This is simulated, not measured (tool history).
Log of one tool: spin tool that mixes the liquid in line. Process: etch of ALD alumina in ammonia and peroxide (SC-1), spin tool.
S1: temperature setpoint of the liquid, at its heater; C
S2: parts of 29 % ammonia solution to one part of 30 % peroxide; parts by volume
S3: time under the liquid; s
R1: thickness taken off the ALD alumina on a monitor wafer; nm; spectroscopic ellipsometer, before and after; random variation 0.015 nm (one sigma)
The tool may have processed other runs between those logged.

run  hour    S1   S2  S3      R1
  1   0.0  46.0  0.4  55  2.9362
  2   7.4  46.0  0.4  55  2.9125
  3  12.3  44.0  0.4  55  2.6361
  4  16.2  47.5  0.4  55  3.1793
  5  19.9  41.5  0.4  55  2.2694
  6  27.7  41.5  0.4  55  2.2581
  7  30.2  40.5  0.4  55  2.1430

Run 8, settings as shown, results not yet in. Your forecast:
  8  34.3  40.0  0.4  55   ?

Run 8 yielded R1 2.0355 nm.
